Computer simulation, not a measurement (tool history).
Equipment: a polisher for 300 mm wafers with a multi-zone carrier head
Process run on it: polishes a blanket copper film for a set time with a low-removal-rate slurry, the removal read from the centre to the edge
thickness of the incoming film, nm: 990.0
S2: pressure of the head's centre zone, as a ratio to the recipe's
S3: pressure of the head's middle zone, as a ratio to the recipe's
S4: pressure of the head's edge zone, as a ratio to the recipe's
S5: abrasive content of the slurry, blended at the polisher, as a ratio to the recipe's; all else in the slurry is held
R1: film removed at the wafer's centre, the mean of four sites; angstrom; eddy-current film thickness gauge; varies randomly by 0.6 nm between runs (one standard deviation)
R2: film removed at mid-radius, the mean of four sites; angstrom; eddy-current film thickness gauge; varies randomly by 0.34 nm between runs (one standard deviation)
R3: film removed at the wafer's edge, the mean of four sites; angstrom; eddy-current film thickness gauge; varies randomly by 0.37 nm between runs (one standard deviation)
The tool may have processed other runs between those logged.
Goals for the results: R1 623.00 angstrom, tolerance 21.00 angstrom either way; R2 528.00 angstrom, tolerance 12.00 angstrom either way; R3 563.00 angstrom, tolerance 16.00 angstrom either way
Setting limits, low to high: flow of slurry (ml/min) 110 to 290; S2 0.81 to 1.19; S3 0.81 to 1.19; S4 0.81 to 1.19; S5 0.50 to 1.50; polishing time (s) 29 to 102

run 1 day=0.000 | flow_of_slurry_(ml/min)=185 S2=1.00 S3=1.00 S4=1.00 S5=1.00 polishing_time_(s)=65 | R1=947.56 R2=957.05 R3=966.87
run 2 day=0.042 | flow_of_slurry_(ml/min)=215 S2=1.00 S3=1.00 S4=1.00 S5=1.00 polishing_time_(s)=65 | R1=977.76 R2=975.44 R3=976.02
run 3 day=0.354 | flow_of_slurry_(ml/min)=215 S2=1.00 S3=1.00 S4=0.96 S5=1.00 polishing_time_(s)=65 | R1=961.18 R2=966.30 R3=964.05
run 4 day=0.421 | flow_of_slurry_(ml/min)=215 S2=1.00 S3=1.00 S4=1.03 S5=1.00 polishing_time_(s)=65 | R1=966.66 R2=971.09 R3=983.46
run 5 day=0.512 | flow_of_slurry_(ml/min)=220 S2=1.02 S3=0.97 S4=0.99 S5=0.85 polishing_time_(s)=57 | R1=845.33 R2=788.53 R3=815.53
run 6 day=0.796 | flow_of_slurry_(ml/min)=220 S2=1.02 S3=0.95 S4=0.95 S5=0.75 polishing_time_(s)=53 | R1=732.43 R2=705.51 R3=725.24
run 7 day=0.992 | flow_of_slurry_(ml/min)=215 S2=1.05 S3=0.92 S4=0.91 S5=0.70 polishing_time_(s)=51 | R1=718.68 R2=630.67 R3=665.16
run 8 day=1.200 | flow_of_slurry_(ml/min)=200 S2=1.05 S3=0.91 S4=0.88 S5=0.65 polishing_time_(s)=51 | R1=699.43 R2=617.17 R3=631.59
run 9 day=1.283 | flow_of_slurry_(ml/min)=185 S2=1.04 S3=0.88 S4=0.86 S5=0.60 polishing_time_(s)=51 | R1=661.10 R2=568.07 R3=603.02
run 10 day=1.621 | flow_of_slurry_(ml/min)=170 S2=1.04 S3=0.88 S4=0.85 S5=0.60 polishing_time_(s)=51 | R1=654.90 R2=561.20 R3=595.84
run 11 day=1.958 | flow_of_slurry_(ml/min)=160 S2=1.04 S3=0.88 S4=0.84 S5=0.60 polishing_time_(s)=51 | R1=647.54 R2=552.60 R3=590.64
run 12 day=2.062 | flow_of_slurry_(ml/min)=155 S2=1.04 S3=0.88 S4=0.83 S5=0.60 polishing_time_(s)=51 | R1=625.88 R2=546.06 R3=589.58

Below are 4 possible settings for the next run. Only one of them brings all results inside the allowed miss of their targets. Which is it?
run A day=2.167 | flow_of_slurry_(ml/min)=150 S2=1.07 S3=0.81 S4=0.85 S5=0.65 polishing_time_(s)=51 | R1=? R2=? R3=?
run B day=2.167 | flow_of_slurry_(ml/min)=140 S2=1.06 S3=0.81 S4=0.84 S5=0.55 polishing_time_(s)=56 | R1=? R2=? R3=?
run C day=2.167 | flow_of_slurry_(ml/min)=150 S2=1.06 S3=0.81 S4=0.83 S5=0.55 polishing_time_(s)=52 | R1=? R2=? R3=?
run D day=2.167 | flow_of_slurry_(ml/min)=120 S2=1.08 S3=0.89 S4=0.81 S5=0.60 polishing_time_(s)=52 | R1=? R2=? R3=?

move=A R1=657.49 R2=519.76 R3=602.25
move=B R1=660.61 R2=528.26 R3=612.28
move=C R1=623.70 R2=497.76 R3=572.32
move=D R1=620.05 R2=528.15 R3=565.69
A: its largest miss is bigger than the last run's
B: its largest miss is bigger than the last run's
C: puts the biggest miss on target and leaves a different result outside tolerance
D: each result inside its tolerance
Correct choice: D, which meets every target
